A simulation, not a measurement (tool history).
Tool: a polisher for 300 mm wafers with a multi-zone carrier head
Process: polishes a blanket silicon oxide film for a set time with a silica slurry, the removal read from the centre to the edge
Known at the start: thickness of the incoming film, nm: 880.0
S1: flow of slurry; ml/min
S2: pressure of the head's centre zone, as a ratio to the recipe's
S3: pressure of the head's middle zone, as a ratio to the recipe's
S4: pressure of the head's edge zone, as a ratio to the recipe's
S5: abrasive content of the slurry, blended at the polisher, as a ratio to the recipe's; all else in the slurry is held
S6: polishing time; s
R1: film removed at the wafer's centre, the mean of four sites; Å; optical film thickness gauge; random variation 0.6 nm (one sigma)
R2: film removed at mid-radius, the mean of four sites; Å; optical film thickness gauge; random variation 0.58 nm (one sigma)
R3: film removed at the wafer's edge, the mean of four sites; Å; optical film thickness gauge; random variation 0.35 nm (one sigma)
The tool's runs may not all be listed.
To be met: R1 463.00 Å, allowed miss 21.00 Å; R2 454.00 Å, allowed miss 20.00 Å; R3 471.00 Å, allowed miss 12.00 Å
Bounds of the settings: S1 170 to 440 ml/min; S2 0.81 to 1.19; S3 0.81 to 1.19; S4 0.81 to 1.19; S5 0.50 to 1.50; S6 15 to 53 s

| run | hour | S1 | S2 | S3 | S4 | S5 | S6 | R1 | R2 | R3 |
|---|---|---|---|---|---|---|---|---|---|---|
| 1 | 0.0 | 280 | 1.00 | 1.00 | 1.00 | 1.00 | 34 | 921.21 | 942.68 | 926.66 |
| 2 | 2.9 | 280 | 1.00 | 1.00 | 1.00 | 1.00 | 30 | 823.15 | 794.50 | 814.53 |
| 3 | 4.9 | 280 | 1.00 | 1.05 | 1.00 | 1.00 | 30 | 806.16 | 847.60 | 806.39 |
| 4 | 6.4 | 275 | 0.98 | 1.03 | 0.98 | 0.90 | 28 | 686.96 | 714.32 | 697.98 |
| 5 | 8.8 | 330 | 0.98 | 1.03 | 0.98 | 0.90 | 28 | 716.63 | 739.07 | 708.38 |
| 6 | 12.8 | 325 | 0.96 | 1.00 | 0.95 | 0.80 | 27 | 613.35 | 634.06 | 605.47 |
| 7 | 19.6 | 315 | 0.94 | 0.96 | 0.93 | 0.80 | 27 | 593.01 | 593.48 | 595.85 |
| 8 | 28.1 | 315 | 0.92 | 0.94 | 0.91 | 0.75 | 27 | 562.11 | 573.05 | 562.88 |
| 9 | 31.6 | 315 | 0.92 | 0.94 | 0.91 | 0.75 | 27 | 545.19 | 576.16 | 565.74 |
| 10 | 34.8 | 315 | 0.92 | 0.91 | 0.90 | 0.70 | 27 | 512.50 | 506.58 | 531.08 |
| 11 | 36.6 | 315 | 0.92 | 0.90 | 0.88 | 0.70 | 27 | 516.05 | 517.90 | 522.77 |

Which of these 5 next moves meets every target?
| A | 38.4 | 315 | 1.02 | 0.88 | 0.91 | 0.65 | 28 | ? | ? | ? |
| B | 38.4 | 270 | 0.81 | 0.83 | 0.93 | 0.70 | 29 | ? | ? | ? |
| C | 38.4 | 405 | 1.07 | 1.07 | 0.84 | 0.60 | 29 | ? | ? | ? |
| D | 38.4 | 285 | 0.91 | 0.88 | 0.87 | 0.50 | 37 | ? | ? | ? |
| E | 38.4 | 345 | 0.95 | 0.90 | 0.82 | 0.70 | 28 | ? | ? | ? |

| move | R1 | R2 | R3 |
|---|---|---|---|
| A | 550.32 | 484.07 | 506.81 |
| B | 477.90 | 507.09 | 564.75 |
| C | 560.37 | 551.51 | 469.06 |
| D | 454.30 | 449.09 | 461.52 |
| E | 557.64 | 536.56 | 524.72 |
A: as far off as the last run
B: further off than the last run
C: brings the result that was furthest off to its target, and leaves another outside
D: meets every target
E: as far off as the last run
The right move is D.

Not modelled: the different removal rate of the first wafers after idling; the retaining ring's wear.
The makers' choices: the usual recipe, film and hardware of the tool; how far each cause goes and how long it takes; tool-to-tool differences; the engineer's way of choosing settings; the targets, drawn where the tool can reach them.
